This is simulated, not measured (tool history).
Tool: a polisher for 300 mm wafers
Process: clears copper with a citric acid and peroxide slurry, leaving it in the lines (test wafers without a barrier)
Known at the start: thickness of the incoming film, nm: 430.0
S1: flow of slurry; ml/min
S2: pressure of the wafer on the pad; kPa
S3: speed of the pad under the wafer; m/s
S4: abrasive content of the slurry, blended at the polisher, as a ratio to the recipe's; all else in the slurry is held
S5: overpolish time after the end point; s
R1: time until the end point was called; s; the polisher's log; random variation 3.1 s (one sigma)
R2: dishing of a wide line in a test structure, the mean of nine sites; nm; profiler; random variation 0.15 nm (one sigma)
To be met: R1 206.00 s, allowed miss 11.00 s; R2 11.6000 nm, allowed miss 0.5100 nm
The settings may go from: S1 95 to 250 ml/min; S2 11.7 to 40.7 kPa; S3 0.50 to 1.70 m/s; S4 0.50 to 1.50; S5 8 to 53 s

run,hour,S1,S2,S3,S4,S5,R1,R2
1,0.0,160,26.2,1.10,1.00,27,118.53,34.0450
2,4.4,145,22.8,1.06,0.90,22,143.25,28.6260
3,13.4,130,20.0,1.04,0.80,18,174.44,23.2200
4,16.0,120,17.9,1.08,0.70,15,198.62,19.4210
5,16.7,120,15.9,1.08,0.70,15,224.43,17.6430
6,20.7,120,11.7,1.08,0.70,15,301.32,14.2690
7,25.0,115,11.7,1.18,0.65,13,283.66,13.1170
8,26.9,115,12.4,1.28,0.65,12,246.38,13.7710
9,35.7,160,11.7,1.04,0.90,8,281.90,8.9911
10,42.1,160,11.7,1.04,0.90,8,274.85,9.0107
11,46.9,155,12.4,1.06,0.95,8,255.19,9.7152
12,50.9,150,13.1,1.08,0.95,8,238.81,10.1400
13,56.7,145,13.1,1.10,0.95,8,240.32,10.1180
14,59.0,140,13.8,1.12,0.95,8,226.22,10.5580
15,64.2,135,13.8,1.12,0.95,8,226.23,10.6050
16,69.6,130,13.8,1.12,0.95,8,231.35,10.4960
17,74.2,130,14.5,1.12,0.95,8,216.99,10.7280
18,81.5,130,15.9,1.12,0.95,14,203.96,18.0890
19,89.5,130,15.9,1.12,0.95,14,205.15,18.0240
20,98.4,145,15.9,1.12,0.95,14,196.67,18.4080
21,106.8,150,16.5,1.06,0.95,13,195.50,17.7210
22,109.7,150,15.2,1.16,0.95,13,195.37,17.2170
23,114.9,105,11.7,1.46,0.70,8,236.17,10.3280
24,117.5,105,12.4,1.46,0.70,8,222.60,10.8320

Which of these 4 next moves meets every target?
A,120.1,95,12.4,1.48,0.65,8,?,?
B,120.1,110,12.4,1.38,0.60,11,?,?
C,120.1,95,13.1,1.44,0.95,8,?,?
D,120.1,95,17.2,1.26,0.80,8,?,?

move,R1,R2
A,222.61,10.4140
B,232.34,13.0660
C,201.18,11.3430
D,180.58,12.4390
A: further off than the last run
B: further off than the last run
C: meets every target
D: takes the result that was furthest off past its target
Move C is the one to make.
